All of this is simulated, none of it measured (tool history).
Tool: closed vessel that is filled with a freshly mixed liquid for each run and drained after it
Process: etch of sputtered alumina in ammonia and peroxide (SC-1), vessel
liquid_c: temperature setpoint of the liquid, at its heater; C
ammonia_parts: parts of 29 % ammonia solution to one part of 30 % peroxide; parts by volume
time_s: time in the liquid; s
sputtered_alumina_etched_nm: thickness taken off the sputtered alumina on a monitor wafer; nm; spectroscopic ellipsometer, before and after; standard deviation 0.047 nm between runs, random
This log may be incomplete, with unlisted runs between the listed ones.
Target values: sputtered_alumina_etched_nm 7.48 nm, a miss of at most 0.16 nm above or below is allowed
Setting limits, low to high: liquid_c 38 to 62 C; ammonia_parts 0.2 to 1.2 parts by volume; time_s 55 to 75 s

run,day,liquid_c,ammonia_parts,time_s,sputtered_alumina_etched_nm
1,0,46,0.7,75,4.0159
2,0.092,46,0.7,75,3.9711
3,0.121,48,0.7,75,4.5051
4,0.454,49.5,0.7,75,4.9444
5,0.742,51,0.7,75,5.3096
# day 0.925: ammonia flow meter replaced
6,0.925,52,0.7,75,5.5783
7,1.15,53,0.7,75,5.8749
8,1.454,54,0.7,75,6.2056
9,1.558,54.5,0.7,75,6.3972

Which of these 5 next moves meets every target?
A,1.662,56,0.85,55,?
B,1.662,60.5,0.5,75,?
C,1.662,53,0.6,75,?
D,1.662,57,0.9,75,?
E,1.662,56,0.9,75,?

move,sputtered_alumina_etched_nm
A,5.1875
B,8.4993
C,5.8326
D,7.4963
E,7.1124
A: the biggest miss grows against the last run
B: takes the result that was furthest off past its target
C: the biggest miss grows against the last run
D: every result within its allowed miss
E: nearer the targets than the last run, but a result is still out of spec
D is the move that brings every result within its allowed miss.
